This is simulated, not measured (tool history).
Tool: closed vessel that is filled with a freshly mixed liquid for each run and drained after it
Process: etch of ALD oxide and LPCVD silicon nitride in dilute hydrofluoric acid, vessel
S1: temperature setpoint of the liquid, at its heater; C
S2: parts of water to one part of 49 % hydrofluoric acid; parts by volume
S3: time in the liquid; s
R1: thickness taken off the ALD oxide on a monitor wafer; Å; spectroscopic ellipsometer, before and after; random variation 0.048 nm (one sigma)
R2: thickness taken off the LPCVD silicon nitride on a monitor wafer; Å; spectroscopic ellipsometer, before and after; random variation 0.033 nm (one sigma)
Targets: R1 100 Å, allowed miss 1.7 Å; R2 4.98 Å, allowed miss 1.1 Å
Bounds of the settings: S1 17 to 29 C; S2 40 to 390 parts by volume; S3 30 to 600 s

| run | hour | S1 | S2 | S3 | R1 | R2 |
|---|---|---|---|---|---|---|
| 1 | 0 | 21 | 215 | 305 | 145.77 | 6.1099 |
| 2 | 7.8 | 21 | 140 | 305 | 240.01 | 9.6041 |
| 3 | 13.5 | 19 | 140 | 305 | 223.47 | 8.8228 |
| 4 | 19.4 | 19 | 85 | 305 | 388.08 | 13.531 |
| 5 | 26.2 | 19 | 115 | 305 | 277.85 | 9.8355 |
| 6 | 32.5 | 21 | 115 | 305 | 303.02 | 11.244 |
| 7 | 34.9 | 17 | 205 | 305 | 132.24 | 4.9378 |
| 8 | 36.9 | 17 | 215 | 305 | 124.94 | 5.0043 |
| 9 | 38.7 | 17 | 220 | 305 | 120.55 | 4.6625 |
| 10 | 41.7 | 17 | 225 | 305 | 117.61 | 4.2235 |
| 11 | 42.7 | 17.5 | 230 | 305 | 117.22 | 5.036 |
| 12 | 50.8 | 17.5 | 235 | 305 | 113.62 | 4.5618 |
| 13 | 58.3 | 17.5 | 240 | 305 | 112.09 | 4.57 |
| 14 | 65.7 | 17.5 | 245 | 305 | 108.98 | 4.1044 |
| 15 | 71.7 | 17.5 | 250 | 305 | 105.51 | 4.1942 |
| 16 | 73.8 | 17.5 | 255 | 305 | 103.65 | 4.0742 |

4 next moves are on the table. One of them brings every result within its allowed miss. Which?
| A | 75.9 | 23 | 320 | 310 | ? | ? |
| B | 75.9 | 22 | 285 | 305 | ? | ? |
| C | 75.9 | 17 | 125 | 125 | ? | ? |
| D | 75.9 | 24 | 285 | 265 | ? | ? |

| move | R1 | R2 |
|---|---|---|
| A | 96.653 | 5.0998 |
| B | 106.51 | 5.2841 |
| C | 95.745 | 3.4637 |
| D | 99.35 | 5.1966 |
A: takes the result that was furthest off past its target
B: further off than the last run
C: takes the result that was furthest off past its target
D: meets every target
The right move is D.
